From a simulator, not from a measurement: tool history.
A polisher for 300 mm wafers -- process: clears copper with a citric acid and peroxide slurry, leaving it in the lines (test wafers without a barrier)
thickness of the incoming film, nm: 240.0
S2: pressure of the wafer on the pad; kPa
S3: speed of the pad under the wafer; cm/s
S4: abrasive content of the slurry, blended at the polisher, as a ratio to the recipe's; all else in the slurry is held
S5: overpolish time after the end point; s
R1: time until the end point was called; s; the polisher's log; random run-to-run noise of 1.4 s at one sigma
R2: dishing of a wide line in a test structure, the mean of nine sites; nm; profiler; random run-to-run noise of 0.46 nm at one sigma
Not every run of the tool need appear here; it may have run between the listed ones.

run 1 day=0 | flow_of_slurry_(ml/min)=285 S2=17.9 S3=120 S4=1 S5=20 | R1=115.48 R2=28.651
run 2 day=0.167 | flow_of_slurry_(ml/min)=285 S2=17.2 S3=120 S4=1 S5=19 | R1=118.67 R2=25.796
run 3 day=0.454 | flow_of_slurry_(ml/min)=260 S2=17.2 S3=120 S4=1 S5=19 | R1=119.85 R2=26.648
run 4 day=0.754 | flow_of_slurry_(ml/min)=260 S2=17.2 S3=108 S4=1 S5=19 | R1=126.63 R2=24.871
run 5 day=0.967 | flow_of_slurry_(ml/min)=260 S2=17.2 S3=108 S4=1.15 S5=19 | R1=124.46 R2=25.434
run 6 day=1.092 | flow_of_slurry_(ml/min)=260 S2=17.2 S3=134 S4=1.15 S5=19 | R1=110.87 R2=27.905
run 7 day=1.304 | flow_of_slurry_(ml/min)=260 S2=16.5 S3=134 S4=1.15 S5=19 | R1=113.12 R2=27.579
run 8 day=1.333 | flow_of_slurry_(ml/min)=260 S2=15.9 S3=134 S4=1.15 S5=19 | R1=118.03 R2=25.657

Run 9 is up next; what results do you expect?
run 9 day=1.658 | flow_of_slurry_(ml/min)=260 S2=15.2 S3=134 S4=1.15 S5=19 | R1=? R2=?

R1: 124.2 s
R2: 25.974 nm

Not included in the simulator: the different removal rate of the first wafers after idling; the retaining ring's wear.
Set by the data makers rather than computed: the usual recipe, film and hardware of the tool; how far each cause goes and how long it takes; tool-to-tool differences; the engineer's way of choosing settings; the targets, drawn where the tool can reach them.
